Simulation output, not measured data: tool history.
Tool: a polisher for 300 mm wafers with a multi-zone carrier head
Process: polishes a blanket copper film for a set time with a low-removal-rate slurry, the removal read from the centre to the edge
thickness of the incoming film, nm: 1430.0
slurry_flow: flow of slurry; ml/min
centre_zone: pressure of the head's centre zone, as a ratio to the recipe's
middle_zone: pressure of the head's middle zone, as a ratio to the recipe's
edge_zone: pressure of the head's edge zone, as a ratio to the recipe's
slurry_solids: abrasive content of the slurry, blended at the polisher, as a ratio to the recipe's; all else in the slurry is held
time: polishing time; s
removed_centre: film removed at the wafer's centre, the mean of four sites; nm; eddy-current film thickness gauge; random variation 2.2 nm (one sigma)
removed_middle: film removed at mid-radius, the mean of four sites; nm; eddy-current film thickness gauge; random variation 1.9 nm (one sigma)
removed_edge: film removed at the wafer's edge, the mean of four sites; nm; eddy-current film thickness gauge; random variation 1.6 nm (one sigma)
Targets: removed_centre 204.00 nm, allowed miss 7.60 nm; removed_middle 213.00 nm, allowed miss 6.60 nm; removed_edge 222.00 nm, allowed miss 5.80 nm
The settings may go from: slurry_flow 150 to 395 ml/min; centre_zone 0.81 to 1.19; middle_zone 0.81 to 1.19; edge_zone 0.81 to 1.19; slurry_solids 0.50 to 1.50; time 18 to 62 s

run  hour  slurry_flow  centre_zone  middle_zone  edge_zone  slurry_solids  time  removed_centre  removed_middle  removed_edge
  1   0.0          250         1.00         1.00       1.00           1.00    40          160.09          158.32        162.51
  2   6.3          255         1.00         1.01       1.03           1.10    41          165.22          165.33        171.63
  3   9.3          255         1.00         1.01       1.03           1.30    41          172.11          170.53        175.26
  4  15.8          255         1.00         1.01       0.95           1.30    41          171.95          171.70        170.96
  5  23.8          255         1.00         1.01       0.95           1.30    31          129.05          129.15        128.47
  6  29.3          260         1.00         1.02       0.98           1.35    34          142.09          142.38        145.88
  7  34.8          270         1.01         1.04       1.01           1.40    36          153.08          155.29        156.51
  8  35.8          280         1.01         1.05       1.04           1.40    38          164.04          164.05        167.56
  9  43.5          285         1.01         1.06       1.06           1.40    39          167.41          170.09        172.71
 10  44.5          285         1.01         1.06       1.08           1.40    40          174.80          175.73        178.02
 11  48.0          285         1.01         1.06       1.08           1.40    40          171.75          176.33        176.10
 12  54.1          285         1.00         1.05       1.09           1.40    41          174.92          174.86        182.53
 13  57.0          290         1.00         1.06       1.10           1.40    42          178.69          182.10        185.44
 14  60.6          290         0.99         1.06       1.11           1.40    43          184.43          191.79        192.52
 15  66.1          325         0.97         1.04       1.19           1.50    46          197.21          208.54        213.52

Which of these 5 next moves meets every target?
  A  71.6          370         1.00         1.10       1.12           1.50    45               ?               ?             ?
  B  71.6          390         1.04         1.10       1.13           1.50    43               ?               ?             ?
  C  71.6          305         0.97         1.03       1.16           1.50    48               ?               ?             ?
  D  71.6          295         0.97         1.11       1.19           1.50    46               ?               ?             ?
  E  71.6          375         1.05         1.19       1.10           1.50    44               ?               ?             ?

move  removed_centre  removed_middle  removed_edge
   A          202.52          211.76        206.76
   B          202.18          203.09        198.67
   C          205.81          214.32        220.23
   D          196.65          213.57        212.02
   E          208.31          216.86        201.14
A: further off than the last run
B: further off than the last run
C: meets every target
D: further off than the last run
E: further off than the last run
Answer: C
